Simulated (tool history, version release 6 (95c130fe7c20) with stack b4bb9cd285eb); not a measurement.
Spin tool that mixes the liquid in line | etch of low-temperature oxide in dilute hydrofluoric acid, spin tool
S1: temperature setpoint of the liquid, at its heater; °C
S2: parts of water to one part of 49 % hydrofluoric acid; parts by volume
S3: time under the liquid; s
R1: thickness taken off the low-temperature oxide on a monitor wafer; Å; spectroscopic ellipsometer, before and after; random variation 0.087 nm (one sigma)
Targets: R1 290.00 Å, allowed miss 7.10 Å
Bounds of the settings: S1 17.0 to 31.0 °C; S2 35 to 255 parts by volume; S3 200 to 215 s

run 1 hour=0.0 | S1=23.0 S2=145 S3=200 | R1=169.70
run 2 hour=4.3 | S1=25.0 S2=135 S3=200 | R1=198.65
run 3 hour=7.6 | S1=25.0 S2=135 S3=215 | R1=213.73
run 4 hour=14.4 | S1=25.0 S2=135 S3=200 | R1=197.43
run 5 hour=19.9 | S1=26.5 S2=130 S3=200 | R1=220.15
run 6 hour=25.1 | S1=23.5 S2=130 S3=200 | R1=195.81
run 7 hour=31.6 | S1=25.5 S2=125 S3=200 | R1=222.66
run 8 hour=35.0 | S1=27.0 S2=125 S3=200 | R1=235.43
run 9 hour=40.9 | S1=28.0 S2=125 S3=200 | R1=244.07
run 10 hour=43.8 | S1=29.0 S2=125 S3=200 | R1=253.15
run 11 hour=50.3 | S1=29.5 S2=125 S3=200 | R1=257.82
run 12 hour=59.0 | S1=30.0 S2=125 S3=200 | R1=263.36
run 13 hour=63.6 | S1=31.0 S2=115 S3=200 | R1=300.79

Which of these 5 next moves meets every target?
run A hour=68.2 | S1=29.5 S2=120 S3=215 | R1=?
run B hour=68.2 | S1=31.0 S2=120 S3=215 | R1=?
run C hour=68.2 | S1=30.0 S2=115 S3=215 | R1=?
run D hour=68.2 | S1=26.5 S2=100 S3=205 | R1=?
run E hour=68.2 | S1=28.0 S2=110 S3=215 | R1=?

move=A R1=290.29
move=B R1=306.75
move=C R1=310.69
move=D R1=304.45
move=E R1=303.42
A: meets every target
B: further off than the last run
C: further off than the last run
D: further off than the last run
E: further off than the last run
Move A is the one to make.

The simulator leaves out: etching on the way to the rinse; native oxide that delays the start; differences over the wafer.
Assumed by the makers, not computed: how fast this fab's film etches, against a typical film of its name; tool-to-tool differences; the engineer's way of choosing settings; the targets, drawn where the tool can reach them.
